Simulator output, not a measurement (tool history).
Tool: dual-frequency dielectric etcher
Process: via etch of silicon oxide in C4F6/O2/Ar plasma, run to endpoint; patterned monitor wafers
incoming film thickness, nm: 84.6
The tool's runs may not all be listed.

run,hour,bias power (kW),source power (kW),Ar flow (sccm),endpoint time (s)
1,0.0,0.601,0.380,344,18.399
2,7.5,0.575,0.370,345,18.866
3,10.5,0.681,0.370,345,17.974
4,12.8,0.650,0.360,348,18.578
5,18.0,0.650,0.360,291,18.084
6,25.7,0.650,0.360,329,18.402
7,27.1,0.625,0.350,331,18.612
8,31.5,0.601,0.340,335,19.251
9,37.4,0.584,0.330,336,19.608

The next listed run, before its measurement:
10,38.5,0.571,0.330,337,?

endpoint time (s): 19.576
